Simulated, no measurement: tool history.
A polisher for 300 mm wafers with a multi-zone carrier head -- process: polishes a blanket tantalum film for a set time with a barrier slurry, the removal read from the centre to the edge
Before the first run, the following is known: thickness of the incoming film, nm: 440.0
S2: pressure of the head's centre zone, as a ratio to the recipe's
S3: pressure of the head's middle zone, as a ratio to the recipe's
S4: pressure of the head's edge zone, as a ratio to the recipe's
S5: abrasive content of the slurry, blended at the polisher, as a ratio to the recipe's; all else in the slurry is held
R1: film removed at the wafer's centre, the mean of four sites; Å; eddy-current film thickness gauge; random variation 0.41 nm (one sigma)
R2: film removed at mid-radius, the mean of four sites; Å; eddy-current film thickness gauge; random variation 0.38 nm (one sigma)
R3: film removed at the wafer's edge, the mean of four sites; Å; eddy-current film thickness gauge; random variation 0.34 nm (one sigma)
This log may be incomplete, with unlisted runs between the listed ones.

run 1 hour=0 | flow_of_slurry_(ml/min)=280 S2=1 S3=1 S4=1 S5=1 polishing_time_(s)=34 | R1=657.81 R2=649.84 R3=624.89
run 2 hour=4.3 | flow_of_slurry_(ml/min)=275 S2=1 S3=0.98 S4=1 S5=0.95 polishing_time_(s)=32 | R1=602.61 R2=584.91 R3=582.97
run 3 hour=5 | flow_of_slurry_(ml/min)=275 S2=1 S3=0.96 S4=0.99 S5=0.9 polishing_time_(s)=31 | R1=573.01 R2=546.54 R3=548.08
run 4 hour=5.7 | flow_of_slurry_(ml/min)=270 S2=1 S3=0.94 S4=0.98 S5=0.85 polishing_time_(s)=30 | R1=562.53 R2=510.58 R3=535.19
run 5 hour=7.1 | flow_of_slurry_(ml/min)=270 S2=1 S3=0.94 S4=0.98 S5=0.85 polishing_time_(s)=22 | R1=409.98 R2=378.82 R3=394.27
run 6 hour=14.3 | flow_of_slurry_(ml/min)=270 S2=1 S3=0.88 S4=0.98 S5=0.85 polishing_time_(s)=22 | R1=411.8 R2=351.44 R3=383.47
run 7 hour=18.1 | flow_of_slurry_(ml/min)=270 S2=0.99 S3=0.87 S4=0.97 S5=0.85 polishing_time_(s)=22 | R1=393.18 R2=351.37 R3=386.12
run 8 hour=19.2 | flow_of_slurry_(ml/min)=270 S2=0.99 S3=0.86 S4=0.96 S5=0.85 polishing_time_(s)=22 | R1=398.82 R2=350.88 R3=383.86
run 9 hour=22.7 | flow_of_slurry_(ml/min)=270 S2=0.99 S3=0.85 S4=0.96 S5=0.85 polishing_time_(s)=22 | R1=400.45 R2=349.84 R3=379.06
run 10 hour=24 | flow_of_slurry_(ml/min)=270 S2=0.99 S3=0.84 S4=0.96 S5=0.85 polishing_time_(s)=22 | R1=396.84 R2=342.94 R3=393.12
run 11 hour=25.5 | flow_of_slurry_(ml/min)=270 S2=0.99 S3=0.84 S4=0.96 S5=0.8 polishing_time_(s)=22 | R1=399.35 R2=338.01 R3=380.46
run 12 hour=30.8 | flow_of_slurry_(ml/min)=270 S2=0.98 S3=0.84 S4=0.96 S5=0.8 polishing_time_(s)=22 | R1=392.4 R2=348.55 R3=380.84

Run 13 has not been measured yet. What should we expect?
run 13 hour=34.8 | flow_of_slurry_(ml/min)=265 S2=0.98 S3=0.84 S4=0.96 S5=0.8 polishing_time_(s)=22 | R1=? R2=? R3=?

Run 13 came out at R1 397.02 Å, R2 342.64 Å, R3 378.07 Å.

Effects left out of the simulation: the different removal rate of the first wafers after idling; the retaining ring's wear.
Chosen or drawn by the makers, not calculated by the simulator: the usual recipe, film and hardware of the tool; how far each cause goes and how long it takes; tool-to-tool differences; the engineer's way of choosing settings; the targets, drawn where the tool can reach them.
